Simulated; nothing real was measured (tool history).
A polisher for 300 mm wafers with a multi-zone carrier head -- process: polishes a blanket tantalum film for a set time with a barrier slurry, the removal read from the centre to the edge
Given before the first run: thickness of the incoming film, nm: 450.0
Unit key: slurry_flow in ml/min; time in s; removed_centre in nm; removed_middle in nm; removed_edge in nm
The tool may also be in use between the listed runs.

run,hour,slurry_flow,centre_zone,middle_zone,edge_zone,slurry_solids,time,removed_centre,removed_middle,removed_edge
1,0.0,165,1.00,1.00,1.00,1.00,67,127.64,129.01,126.14
2,2.0,175,0.97,1.03,1.06,1.15,69,132.79,143.71,141.63
3,3.3,175,0.97,1.03,1.06,1.15,58,110.59,118.33,119.77
4,5.5,215,0.97,1.03,1.06,1.15,58,115.00,121.06,122.64
5,12.7,205,0.97,1.06,1.09,1.25,63,129.08,136.52,136.76
6,20.9,220,0.97,1.06,1.09,1.25,63,129.37,142.33,136.88
7,29.6,210,0.95,1.06,1.11,1.35,67,134.45,155.24,147.28
8,34.3,205,0.95,1.04,1.14,1.40,70,141.64,154.75,161.07
9,42.7,210,0.94,1.06,1.15,1.45,71,145.03,161.51,166.27

Estimate the outcome of run 10 from the log above:
10,43.2,215,0.94,1.08,1.16,1.45,72,?,?,?

removed_centre: 145.90 nm
removed_middle: 169.27 nm
removed_edge: 166.09 nm
